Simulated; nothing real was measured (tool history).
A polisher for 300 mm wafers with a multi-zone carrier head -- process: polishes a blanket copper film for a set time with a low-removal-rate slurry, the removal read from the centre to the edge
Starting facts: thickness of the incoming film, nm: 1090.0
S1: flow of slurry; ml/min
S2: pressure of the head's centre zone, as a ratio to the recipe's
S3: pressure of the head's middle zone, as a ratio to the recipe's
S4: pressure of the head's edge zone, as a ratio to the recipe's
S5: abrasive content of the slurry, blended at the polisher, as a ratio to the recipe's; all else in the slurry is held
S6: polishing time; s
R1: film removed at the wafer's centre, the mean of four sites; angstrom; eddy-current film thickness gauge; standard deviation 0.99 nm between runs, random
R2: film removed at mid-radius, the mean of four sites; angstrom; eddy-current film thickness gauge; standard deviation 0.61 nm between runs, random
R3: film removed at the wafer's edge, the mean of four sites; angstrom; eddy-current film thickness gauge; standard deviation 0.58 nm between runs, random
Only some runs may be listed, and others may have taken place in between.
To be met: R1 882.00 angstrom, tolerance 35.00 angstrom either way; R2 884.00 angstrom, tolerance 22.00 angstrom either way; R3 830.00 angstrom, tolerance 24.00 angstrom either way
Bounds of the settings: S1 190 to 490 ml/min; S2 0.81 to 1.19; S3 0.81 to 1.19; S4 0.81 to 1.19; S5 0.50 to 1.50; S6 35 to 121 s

Run 1, hour 0.0: S1 315 ml/min, S2 1.00, S3 1.00, S4 1.00, S5 1.00, S6 78 s. Result: R1 1131.30 angstrom, R2 1178.00 angstrom, R3 1128.90 angstrom.
Run 2, hour 4.1: S1 315 ml/min, S2 1.00, S3 1.00, S4 1.04, S5 1.00, S6 78 s. Result: R1 1167.50 angstrom, R2 1185.30 angstrom, R3 1151.60 angstrom.
Run 3, hour 11.1: S1 320 ml/min, S2 1.01, S3 0.99, S4 0.99, S5 0.85, S6 75 s. Result: R1 1072.80 angstrom, R2 1097.00 angstrom, R3 1057.90 angstrom.
Run 4, hour 18.4: S1 320 ml/min, S2 1.02, S3 0.98, S4 0.95, S5 0.75, S6 72 s. Result: R1 1020.80 angstrom, R2 1012.50 angstrom, R3 967.53 angstrom.
Run 5, hour 20.3: S1 355 ml/min, S2 1.02, S3 0.98, S4 0.95, S5 0.75, S6 72 s. Result: R1 1026.70 angstrom, R2 1017.90 angstrom, R3 975.88 angstrom.
Run 6, hour 23.4: S1 355 ml/min, S2 1.02, S3 0.98, S4 0.95, S5 0.65, S6 72 s. Result: R1 1002.60 angstrom, R2 994.91 angstrom, R3 950.67 angstrom.
Run 7, hour 31.0: S1 355 ml/min, S2 1.01, S3 0.97, S4 0.91, S5 0.60, S6 71 s. Result: R1 946.84 angstrom, R2 954.53 angstrom, R3 906.14 angstrom.
Run 8, hour 36.1: S1 350 ml/min, S2 1.01, S3 0.96, S4 0.88, S5 0.55, S6 71 s. Result: R1 929.19 angstrom, R2 920.25 angstrom, R3 872.91 angstrom.
Run 9, hour 43.5: S1 340 ml/min, S2 1.00, S3 0.96, S4 0.86, S5 0.55, S6 71 s. Result: R1 942.52 angstrom, R2 914.21 angstrom, R3 856.05 angstrom.
Run 10, hour 48.0: S1 315 ml/min, S2 0.92, S3 0.95, S4 0.84, S5 0.50, S6 71 s. Result: R1 818.31 angstrom, R2 881.80 angstrom, R3 830.73 angstrom.
Run 11, hour 52.5: S1 320 ml/min, S2 0.94, S3 0.95, S4 0.84, S5 0.50, S6 71 s. Result: R1 841.56 angstrom, R2 886.56 angstrom, R3 825.95 angstrom.

4 next moves are on the table. One of them brings every result within its allowed miss. Which?
Run A, hour 57.0: S1 310 ml/min, S2 1.04, S3 0.94, S4 0.81, S5 0.65, S6 68 s. Result: R1 ?, R2 ?, R3 ?.
Run B, hour 57.0: S1 360 ml/min, S2 1.07, S3 0.97, S4 0.84, S5 0.65, S6 65 s. Result: R1 ?, R2 ?, R3 ?.
Run C, hour 57.0: S1 295 ml/min, S2 0.87, S3 1.01, S4 0.96, S5 0.55, S6 67 s. Result: R1 ?, R2 ?, R3 ?.
Run D, hour 57.0: S1 355 ml/min, S2 1.00, S3 0.98, S4 0.91, S5 0.50, S6 68 s. Result: R1 ?, R2 ?, R3 ?.

move      R1      R2      R3
   A  947.82  892.58  827.37
   B  946.85  888.00  810.61
   C  748.20  896.65  838.86
   D  872.61  883.98  826.62
A: the result that was furthest off in the last run now lies on the other side of its target
B: the result that was furthest off in the last run now lies on the other side of its target
C: the biggest miss grows against the last run
D: hits every target within its allowed miss
The right move is D.
